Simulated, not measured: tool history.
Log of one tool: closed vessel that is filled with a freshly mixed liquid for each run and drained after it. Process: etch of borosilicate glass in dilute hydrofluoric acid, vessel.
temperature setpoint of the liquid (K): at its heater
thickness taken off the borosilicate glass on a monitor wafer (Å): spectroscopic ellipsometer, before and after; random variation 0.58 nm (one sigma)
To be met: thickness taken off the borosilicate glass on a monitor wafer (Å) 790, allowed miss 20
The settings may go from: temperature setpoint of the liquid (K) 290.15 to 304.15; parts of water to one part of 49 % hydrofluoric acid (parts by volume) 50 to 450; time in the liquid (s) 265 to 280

run    day  temperature setpoint of the liquid (K)  parts of water to one part of 49 % hydrofluoric acid (parts by volume)  time in the liquid (s)  thickness taken off the borosilicate glass on a monitor wafer (Å)
  1      0                                  296.15                                                                     250                     265                                                             449.54
  2  0.208                                  296.15                                                                     250                     265                                                             450.83
  3  0.508                                  297.65                                                                     240                     265                                                             501.91
  4  0.596                                  297.65                                                                     240                     280                                                             519.99
  5  0.717                                  297.65                                                                     320                     280                                                             365.36
  6  0.917                                  297.65                                                                     320                     280                                                             361.84
  7  1.283                                  298.65                                                                     295                     280                                                             417.88
  8  1.488                                  299.65                                                                     270                     280                                                             485.15
  9  1.754                                  300.65                                                                     255                     280                                                             533.29
 10  1.833                                  304.15                                                                     180                     280                                                             947.12
 11  2.117                                  303.15                                                                     180                     280                                                             915.56

Which of these 4 next moves meets every target?
  A  2.4                                  303.15                                                                     150                     280                                                                  ?
  B  2.4                                  303.15                                                                     200                     265                                                                  ?
  C  2.4                                  303.15                                                                     210                     280                                                                  ?
  D  2.4                                  301.65                                                                     185                     265                                                                  ?

move  thickness taken off the borosilicate glass on a monitor wafer (Å)
   A                                                             1136.7
   B                                                             757.32
   C                                                             752.84
   D                                                             791.12
A: further off than the last run
B: takes the result that was furthest off past its target
C: takes the result that was furthest off past its target
D: meets every target
The right move is D.
